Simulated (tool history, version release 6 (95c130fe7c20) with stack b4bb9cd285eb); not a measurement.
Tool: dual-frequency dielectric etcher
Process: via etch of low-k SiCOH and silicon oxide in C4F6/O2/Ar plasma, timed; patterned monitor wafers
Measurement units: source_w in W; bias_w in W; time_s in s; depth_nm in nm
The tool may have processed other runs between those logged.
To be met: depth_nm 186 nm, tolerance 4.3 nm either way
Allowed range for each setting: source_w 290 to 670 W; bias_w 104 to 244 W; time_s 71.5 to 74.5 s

run,hour,source_w,bias_w,time_s,depth_nm
1,0,480,174,71.5,214.25
2,6.7,480,174,71.5,214.65
3,11,530,174,71.5,222.3
4,12.2,500,170,71.5,216.78
5,20.3,500,170,74.5,226.41
6,29.3,500,170,74.5,225.37
7,34.1,470,165,74.5,214.73
8,42.9,450,164,74.5,212.3
9,49.6,430,163,74.5,204.87
10,53,340,156,74.5,177.5
11,61.5,350,156,74.5,180.63

Below are 4 possible settings for the next run. Only one of them brings all results inside the allowed miss of their targets. Which is it?
A,70,430,147,74,?
B,70,360,152,72,?
C,70,400,156,74.5,?
D,70,350,174,74,?

move,depth_nm
A,195.52
B,175.01
C,193.7
D,186.46
A: carries the result that was furthest off beyond its target, to the other side
B: moves away from the targets compared with the last run
C: carries the result that was furthest off beyond its target, to the other side
D: hits every target within its allowed miss
Go with D: it meets all targets.

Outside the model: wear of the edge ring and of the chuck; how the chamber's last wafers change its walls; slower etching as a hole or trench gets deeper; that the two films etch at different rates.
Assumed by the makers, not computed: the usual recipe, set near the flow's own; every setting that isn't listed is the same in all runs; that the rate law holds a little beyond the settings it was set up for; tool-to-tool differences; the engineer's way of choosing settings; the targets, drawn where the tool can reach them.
